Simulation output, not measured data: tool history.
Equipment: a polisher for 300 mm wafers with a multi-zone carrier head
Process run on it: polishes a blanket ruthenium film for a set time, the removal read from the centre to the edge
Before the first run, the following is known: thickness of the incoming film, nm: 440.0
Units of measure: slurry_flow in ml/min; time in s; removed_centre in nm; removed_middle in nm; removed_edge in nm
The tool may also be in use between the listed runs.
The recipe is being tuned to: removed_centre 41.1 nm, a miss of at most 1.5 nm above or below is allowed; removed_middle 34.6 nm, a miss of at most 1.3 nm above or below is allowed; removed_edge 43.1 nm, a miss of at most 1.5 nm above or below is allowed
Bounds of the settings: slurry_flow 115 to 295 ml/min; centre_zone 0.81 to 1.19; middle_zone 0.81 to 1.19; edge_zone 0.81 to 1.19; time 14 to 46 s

run	day	slurry_flow	centre_zone	middle_zone	edge_zone	time	removed_centre	removed_middle	removed_edge
1	0	190	1	1	1	30	31.765	31.165	32.2
2	0.021	190	0.96	1	1	30	30.872	31.088	32.625
3	0.35	195	0.97	0.98	1.02	31	32.259	31.655	33.485
4	0.529	230	0.97	0.98	1.02	31	32.544	31.956	34.953
5	0.875	240	0.98	0.97	1.04	32	34.761	33.543	36.611
6	1.112	240	0.98	0.97	1.04	36	39.386	36.82	40.792
7	1.338	245	0.98	0.95	1.05	36	39.559	37.311	41.742
8	1.667	245	0.99	0.93	1.05	36	38.983	36.005	42.05

Pick the move, out of 5, that brings all results within their allowed miss; only one does.
A	1.996	225	1	0.95	1.06	35	?	?	?
B	1.996	165	1.19	0.92	1.01	37	?	?	?
C	1.996	295	0.91	0.9	1.05	34	?	?	?
D	1.996	160	0.99	0.81	0.97	41	?	?	?
E	1.996	210	0.94	0.89	1.07	36	?	?	?

move	removed_centre	removed_middle	removed_edge
A	38.279	35.535	39.415
B	43.513	34.791	39.234
C	36.004	34.065	39.046
D	41.815	34.538	42.501
E	37.262	34.294	40.479
A: further off than the last run
B: the result that was furthest off in the last run now lies on the other side of its target
C: further off than the last run
D: each result inside its tolerance
E: further off than the last run
Go with D: it meets all targets.

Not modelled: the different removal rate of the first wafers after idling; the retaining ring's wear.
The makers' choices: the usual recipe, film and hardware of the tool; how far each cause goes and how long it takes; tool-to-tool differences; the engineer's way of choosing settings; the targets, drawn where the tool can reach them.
